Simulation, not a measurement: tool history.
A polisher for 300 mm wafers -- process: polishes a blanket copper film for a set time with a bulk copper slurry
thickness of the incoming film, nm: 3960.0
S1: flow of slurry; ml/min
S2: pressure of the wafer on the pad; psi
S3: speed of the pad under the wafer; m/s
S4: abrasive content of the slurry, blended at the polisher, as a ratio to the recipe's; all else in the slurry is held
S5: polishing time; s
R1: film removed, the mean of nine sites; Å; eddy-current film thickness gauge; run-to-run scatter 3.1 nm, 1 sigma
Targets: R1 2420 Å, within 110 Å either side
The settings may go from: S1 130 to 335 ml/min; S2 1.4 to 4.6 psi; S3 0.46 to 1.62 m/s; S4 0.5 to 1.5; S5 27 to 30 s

{"run": 1, "hour": 0.0, "S1": 215, "S2": 3, "S3": 1.04, "S4": 1, "S5": 30, "R1": 3035.3}
{"run": 2, "hour": 1.3, "S1": 215, "S2": 3, "S3": 1.04, "S4": 1.15, "S5": 30, "R1": 3251.3}
{"run": 3, "hour": 8.7, "S1": 215, "S2": 3.2, "S3": 1.04, "S4": 1.15, "S5": 30, "R1": 3436.9}
{"run": 4, "hour": 10.4, "S1": 215, "S2": 3.2, "S3": 1.3, "S4": 1.15, "S5": 30, "R1": 4219.6}
{"run": 5, "hour": 17.0, "S1": 215, "S2": 2.9, "S3": 1.3, "S4": 1.15, "S5": 30, "R1": 3970.9}
{"run": 6, "hour": 22.4, "S1": 215, "S2": 2.2, "S3": 1.3, "S4": 1.15, "S5": 30, "R1": 2945.2}
{"run": 7, "hour": 24.7, "S1": 215, "S2": 2.1, "S3": 1.3, "S4": 1.15, "S5": 30, "R1": 2875.8}
{"run": 8, "hour": 29.8, "S1": 215, "S2": 2, "S3": 1.3, "S4": 1.15, "S5": 30, "R1": 2662.8}
{"run": 9, "hour": 37.7, "S1": 215, "S2": 1.9, "S3": 1.3, "S4": 1.15, "S5": 30, "R1": 2642.5}

Which of these 5 next moves meets every target?
{"run": "A", "hour": 45.6, "S1": 305, "S2": 1.7, "S3": 1.46, "S4": 1.3, "S5": 30, "R1": "?"}
{"run": "B", "hour": 45.6, "S1": 175, "S2": 2.3, "S3": 1.44, "S4": 1.1, "S5": 27, "R1": "?"}
{"run": "C", "hour": 45.6, "S1": 275, "S2": 1.7, "S3": 1.28, "S4": 1.35, "S5": 30, "R1": "?"}
{"run": "D", "hour": 45.6, "S1": 250, "S2": 2, "S3": 1.38, "S4": 0.95, "S5": 30, "R1": "?"}
{"run": "E", "hour": 45.6, "S1": 190, "S2": 2.4, "S3": 1.28, "S4": 1.1, "S5": 27, "R1": "?"}

move=A R1=2826
move=B R1=2987.5
move=C R1=2484.7
move=D R1=2815.9
move=E R1=2811.6
A: lands further from the targets than the last run did
B: lands further from the targets than the last run did
C: all results land within tolerance of their targets
D: lands further from the targets than the last run did
E: lands further from the targets than the last run did
The right move is C.
